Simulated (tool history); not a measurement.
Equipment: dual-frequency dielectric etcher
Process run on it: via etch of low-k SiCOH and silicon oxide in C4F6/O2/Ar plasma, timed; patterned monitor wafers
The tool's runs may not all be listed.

run,hour,source power (W),bias power (W),etch time (s),mean etch depth across the wafer (nm)
1,0,470,150,60,157.4
2,6.8,430,140,59.5,151.07
3,10.3,370,140,59.5,144.9
4,11.3,370,161,59.5,152.91
5,17.7,310,161,59.5,146.58
6,22.2,300,148,58.5,139.53
7,29.8,300,139,58,136.6
8,33.8,300,131,57.5,132.87
9,38.7,300,126,57,129.99

What does the tool deliver on the next run?
10,47.4,300,122,57,?

mean etch depth across the wafer (nm): 130.35
